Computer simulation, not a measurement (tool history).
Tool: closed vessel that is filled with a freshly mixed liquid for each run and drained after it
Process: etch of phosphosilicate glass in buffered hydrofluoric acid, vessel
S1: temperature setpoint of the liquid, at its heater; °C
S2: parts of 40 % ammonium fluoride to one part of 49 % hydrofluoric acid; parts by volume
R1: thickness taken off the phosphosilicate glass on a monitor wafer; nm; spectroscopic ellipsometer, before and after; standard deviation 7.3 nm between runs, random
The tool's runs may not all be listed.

{"run": 1, "hour": 0.0, "S1": 24, "S2": 10.5, "time in the liquid (s)": 95, "R1": 789.78}
{"run": 2, "hour": 4.6, "S1": 24, "S2": 13.5, "time in the liquid (s)": 95, "R1": 625.94}
{"run": 3, "hour": 7.9, "S1": 26.5, "S2": 11.5, "time in the liquid (s)": 95, "R1": 837.97}
{"run": 4, "hour": 9.7, "S1": 28, "S2": 10, "time in the liquid (s)": 95, "R1": 999.87}
{"run": 5, "hour": 16.5, "S1": 29.5, "S2": 9, "time in the liquid (s)": 95, "R1": 1211.5}
{"run": 6, "hour": 20.6, "S1": 30.5, "S2": 8.5, "time in the liquid (s)": 95, "R1": 1362}

Run 7 has not been measured yet. What should we expect?
{"run": 7, "hour": 24.9, "S1": 31, "S2": 8.5, "time in the liquid (s)": 95, "R1": "?"}

{"run 7": {"R1": 1397.3}}

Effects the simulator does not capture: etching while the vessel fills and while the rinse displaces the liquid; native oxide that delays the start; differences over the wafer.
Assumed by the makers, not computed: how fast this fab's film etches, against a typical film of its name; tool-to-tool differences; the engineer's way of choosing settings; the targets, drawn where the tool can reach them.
